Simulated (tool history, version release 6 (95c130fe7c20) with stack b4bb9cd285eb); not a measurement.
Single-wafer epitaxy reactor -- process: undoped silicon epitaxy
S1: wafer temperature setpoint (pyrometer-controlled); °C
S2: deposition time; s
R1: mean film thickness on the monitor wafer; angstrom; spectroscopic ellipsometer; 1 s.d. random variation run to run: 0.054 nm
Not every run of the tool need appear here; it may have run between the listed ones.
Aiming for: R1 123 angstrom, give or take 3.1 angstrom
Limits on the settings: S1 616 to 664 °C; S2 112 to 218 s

run    day   S1   S2      R1
  1      0  640  165  224.27
  2  0.183  637  164  204.61
  3  0.358  635  164  196.08
  4  0.446  633  164  185.44
  5  0.788  631  164   176.2
  6  0.942  630  164  171.87
  7  1.188  629  164  167.86
  8  1.392  628  164  163.31
  9   1.45  627  164  159.61
 10  1.738  626  164  155.68
 11  1.996  625  164  150.81
 12  2.208  625  164  151.38

Which one of the following 5 next-run settings gets every result inside its allowed miss? There is exactly one.
  A  2.421  618  169   ?
  B  2.421  620  160   ?
  C  2.421  624  144   ?
  D  2.421  620  159   ?
  E  2.421  622  144   ?

move      R1
   A  128.61
   B  128.45
   C  128.57
   D  127.65
   E  121.93
A: closer than the last run, but not yet in spec
B: closer than the last run, but not yet in spec
C: closer than the last run, but not yet in spec
D: closer than the last run, but not yet in spec
E: meets every target
E meets every target.

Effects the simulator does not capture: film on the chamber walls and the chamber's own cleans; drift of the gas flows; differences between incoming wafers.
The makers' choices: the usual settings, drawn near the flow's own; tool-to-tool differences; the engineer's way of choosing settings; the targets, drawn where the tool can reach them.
